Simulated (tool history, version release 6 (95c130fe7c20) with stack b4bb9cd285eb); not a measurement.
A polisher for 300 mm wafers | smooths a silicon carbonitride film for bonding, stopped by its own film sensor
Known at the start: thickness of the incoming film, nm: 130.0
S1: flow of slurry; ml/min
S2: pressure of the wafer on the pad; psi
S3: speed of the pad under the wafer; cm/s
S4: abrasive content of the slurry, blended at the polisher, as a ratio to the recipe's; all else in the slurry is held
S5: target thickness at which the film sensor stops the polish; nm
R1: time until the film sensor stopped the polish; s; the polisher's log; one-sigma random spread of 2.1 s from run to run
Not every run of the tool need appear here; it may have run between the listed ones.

run  hour   S1   S2  S3   S4   S5      R1
  1   0.0  245  2.8  96  1.0  115  54.057
  2   4.1  245  3.3  96  1.0  115  44.473
  3  12.0  245  3.3  96  1.0  115  44.005
  4  18.9  245  2.9  90  1.0  115  54.102
  5  25.0  300  2.9  90  1.0  115  52.821
  6  33.2  300  2.9  76  1.0  115  63.172
  7  42.1  300  2.6  74  1.0  115  68.991

Estimate the outcome of run 8 from the log above:
  8  44.4  300  2.6  74  1.0  115   ?

{"run 8": {"R1": 68.415}}
